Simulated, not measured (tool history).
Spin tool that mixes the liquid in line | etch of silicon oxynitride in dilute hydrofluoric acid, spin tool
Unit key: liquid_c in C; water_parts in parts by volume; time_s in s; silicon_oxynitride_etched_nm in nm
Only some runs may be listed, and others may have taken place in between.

| run | hour | liquid_c | water_parts | time_s | silicon_oxynitride_etched_nm |
|---|---|---|---|---|---|
| 1 | 0 | 26 | 65 | 280 | 13.255 |
| 2 | 3.4 | 26 | 65 | 280 | 13.266 |
| 3 | 10.6 | 26 | 65 | 280 | 13.159 |
| 4 | 19.1 | 29.5 | 65 | 280 | 15.729 |
| 5 | 22.9 | 29.5 | 65 | 300 | 16.703 |
| 6 | 25.6 | 29.5 | 65 | 300 | 16.714 |
| 7 | 32.6 | 26 | 75 | 300 | 12.215 |
| 8 | 33.8 | 23.5 | 80 | 300 | 10.086 |
| 9 | 40.6 | 22 | 85 | 300 | 8.6756 |
| 10 | 41.9 | 21 | 85 | 300 | 8.4465 |

Forecast run 11:
| 11 | 43.9 | 20 | 85 | 300 | ? |

Run 11 came out at silicon_oxynitride_etched_nm 7.982 nm.
